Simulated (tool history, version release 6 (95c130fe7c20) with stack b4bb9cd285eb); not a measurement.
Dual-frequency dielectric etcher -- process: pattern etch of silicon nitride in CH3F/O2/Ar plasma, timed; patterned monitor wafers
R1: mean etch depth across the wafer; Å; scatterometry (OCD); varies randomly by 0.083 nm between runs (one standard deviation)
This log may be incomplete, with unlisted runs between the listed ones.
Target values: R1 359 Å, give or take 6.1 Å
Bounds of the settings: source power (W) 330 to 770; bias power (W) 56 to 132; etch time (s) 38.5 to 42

Run 1, hour 0: source power (W) 550, bias power (W) 94, etch time (s) 42. Result: R1 322.39 Å.
Run 2, hour 4.6: source power (W) 640, bias power (W) 94, etch time (s) 42. Result: R1 344.32 Å.
Run 3, hour 11.1: source power (W) 640, bias power (W) 94, etch time (s) 38.5. Result: R1 316.21 Å.
Run 4, hour 15.5: source power (W) 600, bias power (W) 94, etch time (s) 38.5. Result: R1 307.22 Å.
Run 5, hour 17.9: source power (W) 650, bias power (W) 98, etch time (s) 38.5. Result: R1 321.69 Å.
Run 6, hour 26.8: source power (W) 650, bias power (W) 109, etch time (s) 38.5. Result: R1 334 Å.
Run 7, hour 31.4: source power (W) 680, bias power (W) 110, etch time (s) 38.5. Result: R1 342.62 Å.
Run 8, hour 34.6: source power (W) 700, bias power (W) 111, etch time (s) 38.5. Result: R1 346.89 Å.
Run 9, hour 37.9: source power (W) 710, bias power (W) 111, etch time (s) 38.5. Result: R1 350.24 Å.
Run 10, hour 39.3: source power (W) 720, bias power (W) 111, etch time (s) 38.5. Result: R1 350.71 Å.

Exactly one of the 5 candidate moves below puts every result within its allowed miss. Which one?
Run A, hour 40.7: source power (W) 680, bias power (W) 111, etch time (s) 42. Result: R1 ?.
Run B, hour 40.7: source power (W) 710, bias power (W) 108, etch time (s) 38.5. Result: R1 ?.
Run C, hour 40.7: source power (W) 710, bias power (W) 103, etch time (s) 40.5. Result: R1 ?.
Run D, hour 40.7: source power (W) 750, bias power (W) 111, etch time (s) 40.5. Result: R1 ?.
Run E, hour 40.7: source power (W) 730, bias power (W) 113, etch time (s) 40. Result: R1 ?.

move      R1
   A  374.08
   B  345.91
   C  357.86
   D   376.1
   E  369.55
A: pushes the last run's worst result past its target
B: moves away from the targets compared with the last run
C: all results in spec
D: pushes the last run's worst result past its target
E: pushes the last run's worst result past its target
So the answer is move C, the one that meets all the targets.
